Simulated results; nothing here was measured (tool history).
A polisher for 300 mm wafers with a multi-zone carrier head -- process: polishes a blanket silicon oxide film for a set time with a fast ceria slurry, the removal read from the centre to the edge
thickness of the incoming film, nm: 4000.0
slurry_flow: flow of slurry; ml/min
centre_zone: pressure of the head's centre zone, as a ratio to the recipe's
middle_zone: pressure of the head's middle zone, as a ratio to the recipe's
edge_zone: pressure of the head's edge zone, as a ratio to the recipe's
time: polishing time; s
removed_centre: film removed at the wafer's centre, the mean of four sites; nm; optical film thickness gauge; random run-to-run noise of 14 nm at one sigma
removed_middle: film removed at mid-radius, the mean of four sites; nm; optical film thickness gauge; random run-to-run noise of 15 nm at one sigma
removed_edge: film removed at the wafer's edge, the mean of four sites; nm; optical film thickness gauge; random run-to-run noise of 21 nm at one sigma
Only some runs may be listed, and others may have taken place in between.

run  hour  slurry_flow  centre_zone  middle_zone  edge_zone  time  removed_centre  removed_middle  removed_edge
  1   0.0          235         1.00         1.00       1.00    87          1348.9          1349.5        1292.6
  2   8.7          235         1.01         1.00       1.02    90          1402.2          1388.6        1344.4
  3  12.9          235         1.01         1.06       1.02    90          1394.6          1441.7        1350.4
  4  14.3          235         1.01         1.06       0.97    90          1422.7          1452.5        1341.0
  5  20.6          235         1.02         1.05       1.00    93          1464.7          1495.6        1400.5
  6  29.2          235         1.02         1.05       0.96    93          1459.2          1512.0        1364.9

Run 7 is up next; what results do you expect?
  7  30.7          240         1.03         1.05       0.99    95               ?               ?             ?

Run 7 produced removed_centre 1484.1 nm, removed_middle 1517.5 nm, removed_edge 1388.4 nm.

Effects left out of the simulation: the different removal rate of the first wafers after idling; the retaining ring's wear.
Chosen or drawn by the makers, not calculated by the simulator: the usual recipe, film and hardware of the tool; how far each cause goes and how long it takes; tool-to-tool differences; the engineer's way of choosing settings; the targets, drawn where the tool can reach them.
